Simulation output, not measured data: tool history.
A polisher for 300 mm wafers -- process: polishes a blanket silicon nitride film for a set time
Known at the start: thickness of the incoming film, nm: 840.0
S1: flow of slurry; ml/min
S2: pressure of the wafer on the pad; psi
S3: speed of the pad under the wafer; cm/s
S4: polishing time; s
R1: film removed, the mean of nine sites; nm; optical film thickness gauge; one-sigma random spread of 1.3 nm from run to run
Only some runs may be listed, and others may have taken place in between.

run,hour,S1,S2,S3,S4,R1
1,0.0,235,3.4,140,113,214.79
2,6.5,235,3.2,140,113,203.08
3,14.0,235,4.0,140,113,253.37
4,16.3,260,4.0,140,113,256.06
5,22.9,260,4.0,122,113,233.69
6,29.8,260,3.7,122,113,218.30
7,34.6,255,3.5,122,113,209.29
8,35.3,250,3.3,122,113,196.16
9,43.1,245,3.1,122,113,186.44

Estimate the outcome of run 10 from the log above:
10,44.6,240,2.9,122,113,?

{"run 10": {"R1": 175.5}}
